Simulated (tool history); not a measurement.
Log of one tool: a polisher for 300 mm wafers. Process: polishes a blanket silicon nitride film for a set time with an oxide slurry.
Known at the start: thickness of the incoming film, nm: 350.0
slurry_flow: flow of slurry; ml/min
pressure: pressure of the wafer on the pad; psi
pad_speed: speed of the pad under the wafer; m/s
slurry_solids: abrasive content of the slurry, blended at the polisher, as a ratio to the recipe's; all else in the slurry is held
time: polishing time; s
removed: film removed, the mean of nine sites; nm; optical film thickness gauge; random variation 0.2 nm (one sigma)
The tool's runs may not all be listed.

run 1 day=0.000 | slurry_flow=210 pressure=4.6 pad_speed=1.08 slurry_solids=1.0 time=20 | removed=19.685
run 2 day=0.121 | slurry_flow=210 pressure=4.2 pad_speed=1.08 slurry_solids=1.0 time=20 | removed=18.183
run 3 day=0.400 | slurry_flow=210 pressure=5.1 pad_speed=1.08 slurry_solids=1.0 time=20 | removed=21.481
run 4 day=0.512 | slurry_flow=210 pressure=4.7 pad_speed=1.08 slurry_solids=1.0 time=20 | removed=20.242
run 5 day=0.662 | slurry_flow=210 pressure=4.7 pad_speed=1.08 slurry_solids=1.0 time=18 | removed=18.129
run 6 day=0.754 | slurry_flow=220 pressure=5.4 pad_speed=1.08 slurry_solids=1.0 time=18 | removed=20.906

Forecast run 7:
run 7 day=0.946 | slurry_flow=220 pressure=5.9 pad_speed=1.08 slurry_solids=1.0 time=18 | removed=?

{"run 7": {"removed": 22.561}}
